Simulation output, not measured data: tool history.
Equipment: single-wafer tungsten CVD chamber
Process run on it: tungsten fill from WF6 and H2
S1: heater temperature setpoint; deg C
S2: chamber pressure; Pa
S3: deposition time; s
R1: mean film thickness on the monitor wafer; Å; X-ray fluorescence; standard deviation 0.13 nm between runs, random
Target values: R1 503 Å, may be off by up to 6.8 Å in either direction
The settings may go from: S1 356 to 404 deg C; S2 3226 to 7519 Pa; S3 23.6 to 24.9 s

run	day	S1	S2	S3	R1
1	0	380	5373	24.9	581.88
2	0.154	380	5986	24.9	620.68
3	0.417	376	5986	24.9	574.24
4	0.771	374	5986	24.9	545.33
5	0.896	374	5986	24.9	545.23
6	1.108	373	5986	24.9	531.41
7	1.404	372	5986	24.9	518.64
8	1.596	371	5986	24.9	510.53

Which single option among these 5 for the next run brings every result within its allowed miss of target? Just one does.
A	1.788	369	6639	24.9	?
B	1.788	372	6213	23.6	?
C	1.788	374	5880	23.9	?
D	1.788	375	5333	23.6	?
E	1.788	378	4840	24.9	?

move	R1
A	517.38
B	504.36
C	516.45
D	490.16
E	517.65
A: further off than the last run
B: all results land within tolerance of their targets
C: further off than the last run
D: pushes the last run's worst result past its target
E: further off than the last run
Answer: B
